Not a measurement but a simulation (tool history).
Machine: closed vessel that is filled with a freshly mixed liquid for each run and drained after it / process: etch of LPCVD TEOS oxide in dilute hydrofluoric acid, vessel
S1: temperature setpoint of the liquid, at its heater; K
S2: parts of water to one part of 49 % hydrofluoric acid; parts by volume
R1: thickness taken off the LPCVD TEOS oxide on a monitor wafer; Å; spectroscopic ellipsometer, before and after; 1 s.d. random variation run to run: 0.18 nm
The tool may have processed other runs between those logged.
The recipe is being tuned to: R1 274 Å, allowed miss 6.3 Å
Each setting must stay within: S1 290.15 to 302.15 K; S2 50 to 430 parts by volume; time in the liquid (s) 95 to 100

run 1 day=0 | S1=294.15 S2=240 time_in_the_liquid_(s)=95 | R1=104.74
run 2 day=0.183 | S1=294.15 S2=280 time_in_the_liquid_(s)=95 | R1=85.588
run 3 day=0.346 | S1=290.65 S2=280 time_in_the_liquid_(s)=95 | R1=75.401
run 4 day=0.508 | S1=294.15 S2=225 time_in_the_liquid_(s)=95 | R1=113.12
run 5 day=0.708 | S1=294.15 S2=225 time_in_the_liquid_(s)=100 | R1=119.04
run 6 day=0.817 | S1=296.65 S2=185 time_in_the_liquid_(s)=100 | R1=163.82
run 7 day=0.858 | S1=298.15 S2=165 time_in_the_liquid_(s)=100 | R1=199.42
run 8 day=1.204 | S1=299.15 S2=155 time_in_the_liquid_(s)=100 | R1=224.19
run 9 day=1.408 | S1=300.15 S2=150 time_in_the_liquid_(s)=100 | R1=242.39
run 10 day=1.504 | S1=300.65 S2=150 time_in_the_liquid_(s)=100 | R1=243.84
run 11 day=1.608 | S1=301.15 S2=145 time_in_the_liquid_(s)=100 | R1=264.07
run 12 day=1.817 | S1=301.65 S2=145 time_in_the_liquid_(s)=100 | R1=265.64

4 next moves are on the table. One of them brings every result within its allowed miss. Which?
run A day=2.025 | S1=301.15 S2=145 time_in_the_liquid_(s)=100 | R1=?
run B day=2.025 | S1=302.15 S2=145 time_in_the_liquid_(s)=95 | R1=?
run C day=2.025 | S1=301.15 S2=140 time_in_the_liquid_(s)=100 | R1=?
run D day=2.025 | S1=302.15 S2=155 time_in_the_liquid_(s)=100 | R1=?

move=A R1=260.44
move=B R1=256.66
move=C R1=271.46
move=D R1=249.52
A: its largest miss is bigger than the last run's
B: its largest miss is bigger than the last run's
C: all results in spec
D: its largest miss is bigger than the last run's
Correct choice: C, which meets every target
